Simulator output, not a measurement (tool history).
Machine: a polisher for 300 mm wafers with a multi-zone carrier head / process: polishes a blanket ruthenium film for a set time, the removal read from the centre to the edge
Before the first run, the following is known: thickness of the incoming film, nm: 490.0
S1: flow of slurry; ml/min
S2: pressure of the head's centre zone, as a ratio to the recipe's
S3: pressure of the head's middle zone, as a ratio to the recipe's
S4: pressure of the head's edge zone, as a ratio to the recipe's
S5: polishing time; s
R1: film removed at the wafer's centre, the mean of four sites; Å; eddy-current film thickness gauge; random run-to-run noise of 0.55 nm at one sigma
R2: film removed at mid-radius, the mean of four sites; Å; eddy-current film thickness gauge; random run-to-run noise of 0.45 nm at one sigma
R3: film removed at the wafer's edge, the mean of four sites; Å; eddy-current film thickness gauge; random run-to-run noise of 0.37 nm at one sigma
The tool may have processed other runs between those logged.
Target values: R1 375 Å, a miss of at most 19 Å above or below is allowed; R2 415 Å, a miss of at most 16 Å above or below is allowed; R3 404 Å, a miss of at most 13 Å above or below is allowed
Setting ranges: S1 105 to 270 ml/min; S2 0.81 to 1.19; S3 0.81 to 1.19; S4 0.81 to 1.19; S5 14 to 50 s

| run | day | S1 | S2 | S3 | S4 | S5 | R1 | R2 | R3 |
|---|---|---|---|---|---|---|---|---|---|
| 1 | 0 | 175 | 1 | 1 | 1 | 32 | 547.18 | 540.24 | 543.39 |
| 2 | 0.025 | 175 | 1 | 1.07 | 1 | 32 | 550.81 | 576.33 | 542.59 |
| 3 | 0.183 | 175 | 1 | 1.04 | 1 | 32 | 555.95 | 561.04 | 539.84 |
| 4 | 0.392 | 175 | 1 | 1.04 | 1.04 | 32 | 551 | 551.42 | 561.4 |
| 5 | 0.421 | 175 | 1 | 1.04 | 1.11 | 32 | 537.43 | 561.84 | 563.35 |
| 6 | 0.717 | 160 | 1 | 1.04 | 1.11 | 32 | 531.14 | 541.06 | 559.69 |
| 7 | 0.988 | 160 | 0.98 | 1.04 | 1.08 | 29 | 482.15 | 501.97 | 497.09 |
| 8 | 1.104 | 150 | 0.95 | 1.02 | 1.07 | 28 | 448.74 | 466.45 | 472.53 |
| 9 | 1.45 | 145 | 0.92 | 1.02 | 1.05 | 27 | 410.61 | 447.9 | 455.63 |
| 10 | 1.771 | 140 | 0.92 | 1.02 | 1.02 | 26 | 388.64 | 428.03 | 431.43 |
| 11 | 1.954 | 135 | 0.93 | 1.03 | 1 | 26 | 389.61 | 429.27 | 426.78 |
| 12 | 2.129 | 130 | 0.93 | 1.03 | 0.98 | 26 | 388.45 | 429.52 | 418.87 |

Consider the 4 candidate settings below. Which is the only one whose results all fall within their allowed miss of target?
| A | 2.304 | 125 | 0.81 | 0.89 | 1.06 | 27 | ? | ? | ? |
| B | 2.304 | 145 | 0.91 | 0.89 | 0.91 | 25 | ? | ? | ? |
| C | 2.304 | 105 | 0.9 | 1 | 0.9 | 29 | ? | ? | ? |
| D | 2.304 | 175 | 0.91 | 1.02 | 0.95 | 24 | ? | ? | ? |

| move | R1 | R2 | R3 |
|---|---|---|---|
| A | 333.95 | 383.38 | 445.92 |
| B | 362.45 | 367.96 | 403.4 |
| C | 375.97 | 430.29 | 438.09 |
| D | 363.42 | 410.64 | 402.53 |
A: lands further from the targets than the last run did
B: gets the furthest-off result to its target, but another result is out of tolerance
C: lands further from the targets than the last run did
D: meets every target
So the answer is move D, the one that meets all the targets.
